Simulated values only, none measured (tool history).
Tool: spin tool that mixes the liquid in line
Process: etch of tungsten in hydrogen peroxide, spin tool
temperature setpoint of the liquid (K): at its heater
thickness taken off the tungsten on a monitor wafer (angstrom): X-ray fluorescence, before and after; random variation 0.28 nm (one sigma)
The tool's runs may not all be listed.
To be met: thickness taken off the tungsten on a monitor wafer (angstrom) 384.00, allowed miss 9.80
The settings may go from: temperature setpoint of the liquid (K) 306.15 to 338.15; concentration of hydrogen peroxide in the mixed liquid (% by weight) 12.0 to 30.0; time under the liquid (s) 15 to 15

run,hour,temperature setpoint of the liquid (K),concentration of hydrogen peroxide in the mixed liquid (% by weight),time under the liquid (s),thickness taken off the tungsten on a monitor wafer (angstrom)
1,0.0,322.15,20.5,15,205.31
2,0.9,322.15,18.0,15,193.66
3,8.9,326.15,18.0,15,247.94
4,10.5,327.15,18.0,15,261.00
5,18.7,327.15,21.0,15,284.51
6,23.8,327.65,21.0,15,294.15
7,27.0,328.15,21.0,15,300.12
8,28.5,328.65,21.0,15,309.23

Which of these 4 next moves meets every target?
A,30.0,329.15,30.0,15,?
B,30.0,329.65,24.5,15,?
C,30.0,330.15,24.0,15,?
D,30.0,329.65,25.5,15,?

move,thickness taken off the tungsten on a monitor wafer (angstrom)
A,383.44
B,356.85
C,363.70
D,364.06
A: meets every target
B: nearer than the last run, and not there yet
C: nearer than the last run, and not there yet
D: nearer than the last run, and not there yet
Answer: A
